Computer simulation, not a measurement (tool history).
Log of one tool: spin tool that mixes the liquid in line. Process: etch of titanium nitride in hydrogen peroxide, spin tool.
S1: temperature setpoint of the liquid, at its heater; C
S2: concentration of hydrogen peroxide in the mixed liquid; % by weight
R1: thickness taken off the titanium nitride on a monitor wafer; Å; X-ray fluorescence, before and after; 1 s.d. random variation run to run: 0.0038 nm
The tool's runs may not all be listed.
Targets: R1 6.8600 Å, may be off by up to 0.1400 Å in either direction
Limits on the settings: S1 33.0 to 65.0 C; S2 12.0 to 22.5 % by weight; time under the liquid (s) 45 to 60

{"run": 1, "day": 0.0, "S1": 49.0, "S2": 15.5, "time under the liquid (s)": 60, "R1": 24.005}
{"run": 2, "day": 0.267, "S1": 43.5, "S2": 14.5, "time under the liquid (s)": 55, "R1": 14.24}
{"run": 3, "day": 0.612, "S1": 40.5, "S2": 14.5, "time under the liquid (s)": 55, "R1": 11.439}
{"run": 4, "day": 0.662, "S1": 38.0, "S2": 14.5, "time under the liquid (s)": 55, "R1": 9.3016}
{"run": 5, "day": 0.75, "S1": 44.0, "S2": 14.5, "time under the liquid (s)": 55, "R1": 14.989}
{"run": 6, "day": 0.783, "S1": 44.0, "S2": 14.5, "time under the liquid (s)": 60, "R1": 16.288}
{"run": 7, "day": 0.942, "S1": 40.5, "S2": 14.5, "time under the liquid (s)": 60, "R1": 12.425}
{"run": 8, "day": 1.096, "S1": 38.0, "S2": 14.0, "time under the liquid (s)": 60, "R1": 10.172}
{"run": 9, "day": 1.162, "S1": 36.5, "S2": 14.0, "time under the liquid (s)": 60, "R1": 9.0274}
{"run": 10, "day": 1.342, "S1": 35.5, "S2": 14.0, "time under the liquid (s)": 60, "R1": 8.404}
{"run": 11, "day": 1.442, "S1": 34.5, "S2": 14.0, "time under the liquid (s)": 60, "R1": 7.6813}
{"run": 12, "day": 1.692, "S1": 34.0, "S2": 14.0, "time under the liquid (s)": 60, "R1": 7.4415}
{"run": 13, "day": 1.829, "S1": 33.5, "S2": 14.0, "time under the liquid (s)": 60, "R1": 7.1178}
{"run": 14, "day": 2.171, "S1": 33.5, "S2": 14.0, "time under the liquid (s)": 60, "R1": 7.219}

Exercise: of the 4 proposed moves below, exactly one satisfies all targets within the stated allowed misses. Which move is it?
{"run": "A", "day": 2.512, "S1": 35.5, "S2": 12.0, "time under the liquid (s)": 55, "R1": "?"}
{"run": "B", "day": 2.512, "S1": 35.0, "S2": 18.0, "time under the liquid (s)": 55, "R1": "?"}
{"run": "C", "day": 2.512, "S1": 34.5, "S2": 12.0, "time under the liquid (s)": 55, "R1": "?"}
{"run": "D", "day": 2.512, "S1": 34.0, "S2": 14.0, "time under the liquid (s)": 60, "R1": "?"}

move=A R1=7.4161
move=B R1=7.7624
move=C R1=6.8498
move=D R1=7.4152
A: the biggest miss grows against the last run
B: the biggest miss grows against the last run
C: all results in spec
D: the biggest miss grows against the last run
The move that meets every target is C.
